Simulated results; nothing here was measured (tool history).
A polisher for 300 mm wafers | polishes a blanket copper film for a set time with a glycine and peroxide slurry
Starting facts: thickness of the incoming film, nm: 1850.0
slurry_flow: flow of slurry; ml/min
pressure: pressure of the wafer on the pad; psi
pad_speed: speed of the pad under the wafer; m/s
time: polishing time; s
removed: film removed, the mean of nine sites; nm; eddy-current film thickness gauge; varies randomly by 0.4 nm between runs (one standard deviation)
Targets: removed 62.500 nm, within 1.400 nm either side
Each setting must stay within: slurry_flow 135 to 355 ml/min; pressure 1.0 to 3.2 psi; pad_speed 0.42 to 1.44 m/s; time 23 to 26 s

run 1 hour=0.0 | slurry_flow=225 pressure=2.1 pad_speed=0.92 time=26 | removed=107.090
run 2 hour=1.9 | slurry_flow=215 pressure=1.8 pad_speed=0.88 time=26 | removed=91.766
run 3 hour=8.7 | slurry_flow=205 pressure=1.6 pad_speed=0.86 time=26 | removed=81.723
run 4 hour=13.8 | slurry_flow=205 pressure=1.6 pad_speed=0.86 time=23 | removed=73.158
run 5 hour=15.1 | slurry_flow=185 pressure=1.6 pad_speed=0.86 time=23 | removed=72.533
run 6 hour=20.4 | slurry_flow=175 pressure=1.5 pad_speed=0.86 time=23 | removed=68.816
run 7 hour=25.5 | slurry_flow=165 pressure=1.5 pad_speed=0.86 time=23 | removed=68.367
run 8 hour=31.1 | slurry_flow=160 pressure=1.5 pad_speed=0.86 time=23 | removed=67.730
run 9 hour=38.6 | slurry_flow=155 pressure=1.5 pad_speed=0.86 time=23 | removed=67.145
run 10 hour=44.8 | slurry_flow=155 pressure=1.5 pad_speed=0.86 time=23 | removed=67.231

Of the 5 settings listed for the next run, only one would bring every result within its allowed miss of target. Which one?
run A hour=51.0 | slurry_flow=160 pressure=1.8 pad_speed=0.72 time=24 | removed=?
run B hour=51.0 | slurry_flow=190 pressure=1.3 pad_speed=1.04 time=23 | removed=?
run C hour=51.0 | slurry_flow=145 pressure=1.6 pad_speed=0.88 time=24 | removed=?
run D hour=51.0 | slurry_flow=140 pressure=1.5 pad_speed=0.68 time=25 | removed=?
run E hour=51.0 | slurry_flow=140 pressure=1.5 pad_speed=0.84 time=24 | removed=?

move=A removed=71.194
move=B removed=71.674
move=C removed=74.489
move=D removed=62.259
move=E removed=68.664
A: misses by more than the last run did
B: misses by more than the last run did
C: misses by more than the last run did
D: each result inside its tolerance
E: misses by more than the last run did
So the answer is move D, the one that meets all the targets.
